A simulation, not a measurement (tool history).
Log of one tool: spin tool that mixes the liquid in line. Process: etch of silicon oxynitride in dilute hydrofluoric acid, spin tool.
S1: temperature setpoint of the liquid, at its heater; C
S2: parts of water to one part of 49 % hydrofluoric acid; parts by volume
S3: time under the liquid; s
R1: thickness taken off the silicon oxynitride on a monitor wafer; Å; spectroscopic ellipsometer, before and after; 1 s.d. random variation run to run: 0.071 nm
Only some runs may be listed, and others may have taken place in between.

| run | day | S1 | S2 | S3 | R1 |
|---|---|---|---|---|---|
| 1 | 0 | 24 | 70 | 85 | 32.992 |
| 2 | 0.217 | 24 | 85 | 85 | 26.677 |
| 3 | 0.4 | 25.5 | 75 | 85 | 32.464 |
| 4 | 0.675 | 23.5 | 75 | 85 | 29.904 |
| 5 | 1.017 | 25 | 75 | 85 | 31.899 |
| 6 | 1.046 | 22 | 75 | 85 | 27.514 |
|  | 1.308 | hydrofluoric acid flow meter replaced |
| 7 | 1.308 | 26 | 45 | 85 | 61.343 |

What will run 8 give?
| 8 | 1.412 | 27 | 45 | 85 | ? |

{"run 8": {"R1": 63.331}}
